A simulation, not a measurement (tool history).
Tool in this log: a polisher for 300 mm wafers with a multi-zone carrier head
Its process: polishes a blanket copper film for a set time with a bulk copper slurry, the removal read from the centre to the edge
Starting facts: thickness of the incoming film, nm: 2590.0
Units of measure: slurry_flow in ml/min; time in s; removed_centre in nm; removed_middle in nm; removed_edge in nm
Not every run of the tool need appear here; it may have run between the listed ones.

run  hour  slurry_flow  centre_zone  middle_zone  edge_zone  slurry_solids  time  removed_centre  removed_middle  removed_edge
  1     0          210            1            1          1              1    39          301.15          307.69        306.46
  2   3.5          210         0.91            1          1              1    39          278.33          301.54        301.42
  3   6.2          205         0.89         0.99       0.99            0.9    36          241.41           266.9        274.54
  4  11.2          205         0.89         0.99       0.99            0.9    29          191.08          214.08        216.47
  5    20          205         0.89         0.99       0.99            0.8    29          189.41          210.58        215.86
  6  24.8          205         0.88         0.98       0.97           0.75    28           180.3           201.9        203.56

Estimate the outcome of run 7 from the log above:
  7  29.9          200         0.87         0.97       0.96            0.7    28               ?               ?             ?

{"run 7": {"removed_centre": 172.07, "removed_middle": 195.49, "removed_edge": 196.91}}
